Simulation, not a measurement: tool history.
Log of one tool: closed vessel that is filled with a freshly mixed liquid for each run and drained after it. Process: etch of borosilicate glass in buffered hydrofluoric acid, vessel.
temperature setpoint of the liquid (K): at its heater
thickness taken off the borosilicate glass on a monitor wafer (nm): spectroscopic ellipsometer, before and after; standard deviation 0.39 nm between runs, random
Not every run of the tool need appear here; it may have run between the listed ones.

run	hour	temperature setpoint of the liquid (K)	parts of 40 % ammonium fluoride to one part of 49 % hydrofluoric acid (parts by volume)	time in the liquid (s)	thickness taken off the borosilicate glass on a monitor wafer (nm)
1	0	294.15	21.5	90	44.291
2	6.1	295.15	21.5	90	46.254
3	8.3	295.15	24	90	43.391
4	12.9	296.15	24	90	44.902
5	21.4	296.15	24	100	50.427
6	28.1	293.65	24	100	43.775

Run 7 is up next; what results do you expect?
7	36.6	297.65	23.5	100	?

{"run 7": {"thickness taken off the borosilicate glass on a monitor wafer (nm)": 54.951}}
